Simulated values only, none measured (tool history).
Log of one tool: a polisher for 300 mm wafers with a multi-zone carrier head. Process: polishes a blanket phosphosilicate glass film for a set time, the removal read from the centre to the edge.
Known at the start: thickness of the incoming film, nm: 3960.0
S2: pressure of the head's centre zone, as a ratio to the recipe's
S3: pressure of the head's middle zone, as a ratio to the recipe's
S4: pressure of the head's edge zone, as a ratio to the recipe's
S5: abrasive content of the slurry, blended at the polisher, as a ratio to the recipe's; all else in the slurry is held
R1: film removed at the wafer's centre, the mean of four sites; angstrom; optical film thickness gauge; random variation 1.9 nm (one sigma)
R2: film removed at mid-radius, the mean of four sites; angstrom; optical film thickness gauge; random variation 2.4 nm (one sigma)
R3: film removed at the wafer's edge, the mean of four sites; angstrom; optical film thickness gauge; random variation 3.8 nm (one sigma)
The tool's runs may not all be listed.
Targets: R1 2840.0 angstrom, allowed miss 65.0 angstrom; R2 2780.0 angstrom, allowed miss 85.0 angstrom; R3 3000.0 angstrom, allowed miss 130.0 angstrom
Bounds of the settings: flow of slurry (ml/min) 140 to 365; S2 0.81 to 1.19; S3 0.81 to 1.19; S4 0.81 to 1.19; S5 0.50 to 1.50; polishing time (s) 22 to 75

run 1 day=0.000 | flow_of_slurry_(ml/min)=235 S2=1.00 S3=1.00 S4=1.00 S5=1.00 polishing_time_(s)=48 | R1=4314.9 R2=4353.4 R3=4429.8
run 2 day=0.100 | flow_of_slurry_(ml/min)=235 S2=1.08 S3=1.00 S4=1.00 S5=1.00 polishing_time_(s)=48 | R1=4694.0 R2=4364.2 R3=4268.0
run 3 day=0.408 | flow_of_slurry_(ml/min)=275 S2=1.08 S3=1.00 S4=1.00 S5=1.00 polishing_time_(s)=48 | R1=4756.2 R2=4447.0 R3=4282.3
run 4 day=0.708 | flow_of_slurry_(ml/min)=315 S2=1.08 S3=1.00 S4=1.00 S5=1.00 polishing_time_(s)=48 | R1=4850.9 R2=4507.2 R3=4446.8
run 5 day=1.079 | flow_of_slurry_(ml/min)=290 S2=1.03 S3=0.96 S4=0.95 S5=0.85 polishing_time_(s)=47 | R1=4114.3 R2=3941.8 R3=3846.5
run 6 day=1.162 | flow_of_slurry_(ml/min)=290 S2=1.03 S3=0.96 S4=1.02 S5=0.85 polishing_time_(s)=47 | R1=4136.3 R2=3914.5 R3=3964.8
run 7 day=1.354 | flow_of_slurry_(ml/min)=275 S2=0.99 S3=0.92 S4=1.00 S5=0.75 polishing_time_(s)=47 | R1=3673.5 R2=3474.2 R3=3645.5
run 8 day=1.446 | flow_of_slurry_(ml/min)=260 S2=0.96 S3=0.89 S4=0.96 S5=0.70 polishing_time_(s)=47 | R1=3331.4 R2=3253.5 R3=3433.5
run 9 day=1.800 | flow_of_slurry_(ml/min)=245 S2=0.95 S3=0.87 S4=0.93 S5=0.70 polishing_time_(s)=47 | R1=3303.0 R2=3126.5 R3=3349.3
run 10 day=1.850 | flow_of_slurry_(ml/min)=235 S2=0.93 S3=0.86 S4=0.90 S5=0.70 polishing_time_(s)=47 | R1=3248.3 R2=3092.3 R3=3231.9
run 11 day=2.225 | flow_of_slurry_(ml/min)=220 S2=0.91 S3=0.85 S4=0.89 S5=0.70 polishing_time_(s)=47 | R1=3100.3 R2=3068.3 R3=3251.7
run 12 day=2.504 | flow_of_slurry_(ml/min)=215 S2=0.90 S3=0.84 S4=0.88 S5=0.70 polishing_time_(s)=47 | R1=3035.4 R2=3015.9 R3=3270.1
run 13 day=2.658 | flow_of_slurry_(ml/min)=210 S2=0.90 S3=0.83 S4=0.86 S5=0.70 polishing_time_(s)=47 | R1=3116.1 R2=2927.1 R3=3183.5
run 14 day=2.988 | flow_of_slurry_(ml/min)=205 S2=0.89 S3=0.83 S4=0.85 S5=0.70 polishing_time_(s)=47 | R1=2981.3 R2=2984.9 R3=3196.1
run 15 day=3.033 | flow_of_slurry_(ml/min)=200 S2=0.89 S3=0.82 S4=0.84 S5=0.70 polishing_time_(s)=47 | R1=2987.9 R2=2934.1 R3=3100.6
run 16 day=3.125 | flow_of_slurry_(ml/min)=190 S2=0.89 S3=0.82 S4=0.84 S5=0.70 polishing_time_(s)=47 | R1=2963.6 R2=2900.0 R3=3091.2
run 17 day=3.333 | flow_of_slurry_(ml/min)=180 S2=0.89 S3=0.82 S4=0.84 S5=0.70 polishing_time_(s)=47 | R1=2908.9 R2=2864.1 R3=3096.0
run 18 day=3.600 | flow_of_slurry_(ml/min)=175 S2=0.89 S3=0.82 S4=0.83 S5=0.70 polishing_time_(s)=47 | R1=2954.2 R2=2851.4 R3=3141.5
run 19 day=3.671 | flow_of_slurry_(ml/min)=180 S2=0.89 S3=0.82 S4=0.82 S5=0.70 polishing_time_(s)=47 | R1=2938.1 R2=2895.4 R3=3041.7
run 20 day=3.983 | flow_of_slurry_(ml/min)=170 S2=0.89 S3=0.82 S4=0.82 S5=0.70 polishing_time_(s)=47 | R1=2865.8 R2=2820.9 R3=3025.4

4 next moves are on the table. One of them brings every result within its allowed miss. Which?
run A day=4.296 | flow_of_slurry_(ml/min)=170 S2=0.88 S3=0.81 S4=0.82 S5=0.70 polishing_time_(s)=46 | R1=? R2=? R3=?
run B day=4.296 | flow_of_slurry_(ml/min)=140 S2=0.91 S3=0.83 S4=1.00 S5=0.70 polishing_time_(s)=48 | R1=? R2=? R3=?
run C day=4.296 | flow_of_slurry_(ml/min)=175 S2=0.89 S3=0.81 S4=0.81 S5=0.80 polishing_time_(s)=44 | R1=? R2=? R3=?
run D day=4.296 | flow_of_slurry_(ml/min)=145 S2=0.84 S3=0.81 S4=0.89 S5=0.85 polishing_time_(s)=44 | R1=? R2=? R3=?

move=A R1=2808.3 R2=2749.4 R3=2981.3
move=B R1=2883.9 R2=2796.8 R3=3301.8
move=C R1=2959.3 R2=2862.2 R3=3082.4
move=D R1=2756.5 R2=2842.1 R3=3228.4
A: meets every target
B: brings the result that was furthest off to its target, and leaves another outside
C: brings the result that was furthest off to its target, and leaves another outside
D: brings the result that was furthest off to its target, and leaves another outside
Move A is the one to make.
